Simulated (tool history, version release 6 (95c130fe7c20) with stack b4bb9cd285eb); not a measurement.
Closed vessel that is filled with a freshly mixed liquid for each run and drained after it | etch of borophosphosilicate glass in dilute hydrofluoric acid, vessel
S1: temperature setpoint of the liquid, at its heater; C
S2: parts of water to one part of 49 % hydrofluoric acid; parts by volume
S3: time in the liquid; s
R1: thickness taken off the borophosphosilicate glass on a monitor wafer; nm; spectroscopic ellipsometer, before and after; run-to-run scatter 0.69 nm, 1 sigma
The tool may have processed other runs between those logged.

{"run": 1, "hour": 0.0, "S1": 24.0, "S2": 70, "S3": 90, "R1": 60.252}
{"run": 2, "hour": 1.0, "S1": 27.5, "S2": 70, "S3": 90, "R1": 69.389}
{"run": 3, "hour": 4.6, "S1": 27.5, "S2": 70, "S3": 100, "R1": 77.417}
{"run": 4, "hour": 7.0, "S1": 28.0, "S2": 65, "S3": 100, "R1": 85.52}
{"run": 5, "hour": 10.5, "S1": 28.0, "S2": 65, "S3": 90, "R1": 76.285}
{"run": 6, "hour": 15.0, "S1": 28.0, "S2": 90, "S3": 90, "R1": 53.728}

Expected results for the next run?
{"hour": 18.7, "done": "thermometer replaced"}
{"run": 7, "hour": 18.7, "S1": 28.5, "S2": 85, "S3": 90, "R1": "?"}

{"run 7": {"R1": 55.187}}
